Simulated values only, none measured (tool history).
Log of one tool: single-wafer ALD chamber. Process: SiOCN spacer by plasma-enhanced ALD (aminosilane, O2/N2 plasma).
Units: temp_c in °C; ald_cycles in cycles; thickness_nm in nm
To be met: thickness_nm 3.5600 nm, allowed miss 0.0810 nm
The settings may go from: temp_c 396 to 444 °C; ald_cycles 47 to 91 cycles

run	day	temp_c	ald_cycles	thickness_nm
1	0.000	420	69	4.1377
2	0.062	423	67	3.9484
3	0.333	426	66	3.8919
4	0.479	431	66	3.8395
5	0.817	431	70	4.0714
6	0.942	425	70	4.1835
7	1.083	427	68	3.9899
8	1.112	428	66	3.8821
9	1.367	429	65	3.7938
10	1.738	430	64	3.7329
11	1.962	431	63	3.6601
12	2.258	432	63	3.6459

Which of these 5 next moves meets every target?
A	2.554	433	66	?
B	2.554	444	67	?
C	2.554	426	63	?
D	2.554	443	64	?
E	2.554	438	66	?

move	thickness_nm
A	3.8302
B	3.7635
C	3.7307
D	3.6058
E	3.7743
A: further off than the last run
B: further off than the last run
C: further off than the last run
D: meets every target
E: further off than the last run
Move D is the one to make.
